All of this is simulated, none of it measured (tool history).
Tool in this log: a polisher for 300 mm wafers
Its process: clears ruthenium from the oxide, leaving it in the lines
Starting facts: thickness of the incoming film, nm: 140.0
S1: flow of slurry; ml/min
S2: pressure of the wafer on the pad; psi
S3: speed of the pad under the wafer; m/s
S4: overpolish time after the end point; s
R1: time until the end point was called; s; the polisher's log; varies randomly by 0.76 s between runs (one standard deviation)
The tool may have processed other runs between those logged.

Run 1, hour 0: S1 130 ml/min, S2 2.7 psi, S3 1.26 m/s, S4 50 s. Result: R1 82.191 s.
Run 2, hour 2.1: S1 100 ml/min, S2 2.7 psi, S3 1.26 m/s, S4 50 s. Result: R1 87.74 s.
Run 3, hour 4.7: S1 105 ml/min, S2 3.1 psi, S3 1.28 m/s, S4 50 s. Result: R1 73.791 s.
Run 4, hour 13: S1 110 ml/min, S2 3.4 psi, S3 1.3 m/s, S4 50 s. Result: R1 65.213 s.
Run 5, hour 16.8: S1 110 ml/min, S2 3 psi, S3 1.3 m/s, S4 50 s. Result: R1 74.682 s.
Run 6, hour 17.8: S1 115 ml/min, S2 3.3 psi, S3 1.32 m/s, S4 50 s. Result: R1 65.104 s.
Run 7, hour 18.4: S1 120 ml/min, S2 3.5 psi, S3 1.34 m/s, S4 50 s. Result: R1 61.883 s.

Forecast run 8:
Run 8, hour 23.8: S1 120 ml/min, S2 3.7 psi, S3 1.38 m/s, S4 50 s. Result: R1 ?.

Run 8 gave R1 54.758 s.

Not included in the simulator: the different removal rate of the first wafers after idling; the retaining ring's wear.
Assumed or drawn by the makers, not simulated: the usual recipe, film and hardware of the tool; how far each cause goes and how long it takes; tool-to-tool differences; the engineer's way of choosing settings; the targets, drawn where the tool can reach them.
